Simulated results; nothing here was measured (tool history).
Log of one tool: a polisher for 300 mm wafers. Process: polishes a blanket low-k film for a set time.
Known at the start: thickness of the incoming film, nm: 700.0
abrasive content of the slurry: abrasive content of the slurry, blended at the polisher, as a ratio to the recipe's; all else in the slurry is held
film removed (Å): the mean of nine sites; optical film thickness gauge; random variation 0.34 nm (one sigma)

run	hour	flow of slurry (ml/min)	pressure of the wafer on the pad (kPa)	speed of the pad under the wafer (cm/s)	abrasive content of the slurry	polishing time (s)	film removed (Å)
1	0.0	195	12.4	126	1.00	60	318.91
2	3.0	195	12.4	144	1.00	60	349.14
3	6.9	195	12.4	144	0.80	60	333.64
4	11.8	195	12.4	124	0.80	60	296.88
5	19.2	200	13.1	124	0.80	60	313.61
6	22.3	200	13.1	124	0.95	60	325.40

The next listed run, before its measurement:
7	23.9	200	13.8	124	0.95	60	?

Run 7 gave film removed (Å) 344.54.
